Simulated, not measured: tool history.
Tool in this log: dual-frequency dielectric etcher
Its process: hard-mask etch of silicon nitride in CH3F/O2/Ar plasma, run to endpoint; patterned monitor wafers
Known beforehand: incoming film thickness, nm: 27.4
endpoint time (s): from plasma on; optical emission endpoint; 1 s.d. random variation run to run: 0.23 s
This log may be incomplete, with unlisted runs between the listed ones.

run  hour  source power (W)  bias power (W)  endpoint time (s)
  1     0               370              93             38.507
  2   6.9               420              93             36.435
  3  15.4               370              93             39.054
  4  21.4               370             103             37.309
  5  28.5               370              89             39.111
  6  36.2               390              91             37.921
  7  39.2               410              92             37.438
  8  43.5               430              94             36.303
  9  46.8               440              95             36.041

Run 10 has not been measured yet. What should we expect?
 10  54.1               450              96                  ?

{"run 10": {"endpoint time (s)": 35.743}}
